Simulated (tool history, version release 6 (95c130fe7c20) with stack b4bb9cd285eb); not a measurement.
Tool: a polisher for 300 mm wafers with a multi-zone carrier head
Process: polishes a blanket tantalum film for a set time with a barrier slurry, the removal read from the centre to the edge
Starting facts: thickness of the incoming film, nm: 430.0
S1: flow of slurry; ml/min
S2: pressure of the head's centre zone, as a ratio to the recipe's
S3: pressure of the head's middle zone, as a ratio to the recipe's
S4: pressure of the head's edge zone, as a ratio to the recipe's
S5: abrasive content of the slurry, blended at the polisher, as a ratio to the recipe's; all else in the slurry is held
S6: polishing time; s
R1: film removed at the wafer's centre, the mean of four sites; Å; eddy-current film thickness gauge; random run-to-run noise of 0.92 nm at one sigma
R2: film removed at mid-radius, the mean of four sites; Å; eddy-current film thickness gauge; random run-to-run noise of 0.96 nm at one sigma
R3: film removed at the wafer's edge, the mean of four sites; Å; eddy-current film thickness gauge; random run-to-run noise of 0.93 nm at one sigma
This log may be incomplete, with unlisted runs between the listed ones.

Run 1, hour 0.0: S1 155 ml/min, S2 1.00, S3 1.00, S4 1.00, S5 1.00, S6 60 s. Result: R1 1335.1 Å, R2 1427.50 Å, R3 1404.1 Å.
Run 2, hour 1.1: S1 150 ml/min, S2 1.01, S3 0.97, S4 0.99, S5 0.90, S6 58 s. Result: R1 1251.5 Å, R2 1273.70 Å, R3 1316.8 Å.
Run 3, hour 6.4: S1 150 ml/min, S2 1.01, S3 0.91, S4 0.99, S5 0.90, S6 58 s. Result: R1 1255.4 Å, R2 1225.80 Å, R3 1287.6 Å.
Run 4, hour 12.2: S1 145 ml/min, S2 1.02, S3 0.89, S4 0.98, S5 0.85, S6 57 s. Result: R1 1228.1 Å, R2 1144.90 Å, R3 1237.0 Å.
Run 5, hour 19.9: S1 140 ml/min, S2 1.02, S3 0.88, S4 0.96, S5 0.80, S6 57 s. Result: R1 1211.4 Å, R2 1120.00 Å, R3 1215.8 Å.
Run 6, hour 22.8: S1 135 ml/min, S2 1.02, S3 0.87, S4 0.95, S5 0.75, S6 56 s. Result: R1 1143.6 Å, R2 1027.00 Å, R3 1133.8 Å.
Run 7, hour 23.4: S1 130 ml/min, S2 1.02, S3 0.86, S4 0.93, S5 0.75, S6 56 s. Result: R1 1132.8 Å, R2 1041.10 Å, R3 1131.4 Å.
Run 8, hour 26.9: S1 125 ml/min, S2 1.02, S3 0.85, S4 0.92, S5 0.70, S6 56 s. Result: R1 1116.2 Å, R2 980.37 Å, R3 1095.7 Å.
Run 9, hour 33.3: S1 120 ml/min, S2 1.02, S3 0.85, S4 0.91, S5 0.70, S6 56 s. Result: R1 1085.3 Å, R2 985.82 Å, R3 1097.1 Å.
Run 10, hour 34.4: S1 120 ml/min, S2 1.02, S3 0.85, S4 0.90, S5 0.65, S6 56 s. Result: R1 1047.4 Å, R2 972.71 Å, R3 1057.4 Å.
Run 11, hour 35.6: S1 115 ml/min, S2 1.03, S3 0.84, S4 0.90, S5 0.65, S6 56 s. Result: R1 1057.6 Å, R2 942.35 Å, R3 1045.5 Å.

Estimate the outcome of run 12 from the log above:
Run 12, hour 39.2: S1 110 ml/min, S2 1.03, S3 0.84, S4 0.90, S5 0.65, S6 56 s. Result: R1 ?, R2 ?, R3 ?.

Run 12 produced R1 1056.0 Å, R2 930.82 Å, R3 1031.9 Å.
